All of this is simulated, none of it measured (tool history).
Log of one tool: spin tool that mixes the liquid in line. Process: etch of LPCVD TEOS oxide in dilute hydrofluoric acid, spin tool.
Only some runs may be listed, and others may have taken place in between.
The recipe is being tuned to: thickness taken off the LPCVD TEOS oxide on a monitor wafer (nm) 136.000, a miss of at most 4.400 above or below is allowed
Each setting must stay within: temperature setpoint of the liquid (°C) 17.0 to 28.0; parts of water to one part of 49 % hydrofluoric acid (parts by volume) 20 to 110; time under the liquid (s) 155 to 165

run	hour	temperature setpoint of the liquid (°C)	parts of water to one part of 49 % hydrofluoric acid (parts by volume)	time under the liquid (s)	thickness taken off the LPCVD TEOS oxide on a monitor wafer (nm)
1	0.0	20.0	60	155	48.843
2	3.9	18.0	60	155	44.987
3	11.9	18.0	60	155	45.369
4	12.7	19.5	55	155	53.000
5	20.3	19.5	65	155	44.443
6	21.7	20.5	60	155	50.037
7	27.9	21.5	55	155	56.844
8	36.4	22.5	50	155	66.165
9	44.1	23.5	45	155	77.785
10	45.1	23.5	45	155	76.140
11	50.6	24.0	40	155	90.024
12	53.7	24.5	40	155	91.465
13	55.6	25.0	40	155	92.847
14	63.5	28.0	20	155	216.440
15	70.8	27.0	20	155	204.660
16	78.8	25.5	20	155	195.770

5 next moves are on the table. One of them brings every result within its allowed miss. Which?
A	86.8	26.5	30	155	?
B	86.8	27.5	40	155	?
C	86.8	26.5	35	155	?
D	86.8	28.0	30	160	?
E	86.8	26.5	25	165	?

move	thickness taken off the LPCVD TEOS oxide on a monitor wafer (nm)
A	136.140
B	104.810
C	115.850
D	149.410
E	175.170
A: every result lands within tolerance
B: moves the result that the last run missed by most past its target, out the other side
C: moves the result that the last run missed by most past its target, out the other side
D: closer than the last run, but not yet in spec
E: closer than the last run, but not yet in spec
A meets every target.
